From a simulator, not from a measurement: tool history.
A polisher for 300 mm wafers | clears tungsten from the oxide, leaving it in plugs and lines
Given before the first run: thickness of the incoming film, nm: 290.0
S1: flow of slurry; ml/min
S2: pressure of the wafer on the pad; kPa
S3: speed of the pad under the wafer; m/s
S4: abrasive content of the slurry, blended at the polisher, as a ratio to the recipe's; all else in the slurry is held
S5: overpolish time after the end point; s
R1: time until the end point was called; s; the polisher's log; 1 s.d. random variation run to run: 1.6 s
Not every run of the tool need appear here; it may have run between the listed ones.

run    day   S1    S2  S3   S4  S5      R1
  1      0  140  20.7   1    1   6  92.487
  2  0.317  140    20   1    1   6  97.671
  3  0.683  125    20   1    1   6  97.801
  4  0.812  160    20   1    1   6  94.335
  5  1.004  160    20   1  1.2   6  89.812
  6  1.104  160  22.1   1  1.2   6  84.223
  7  1.367  160  20.7   1  1.2   6  89.119

For run 8, what comes out?
  8  1.579  160  19.3   1  1.2   6   ?

Run 8 produced R1 95.562 s.
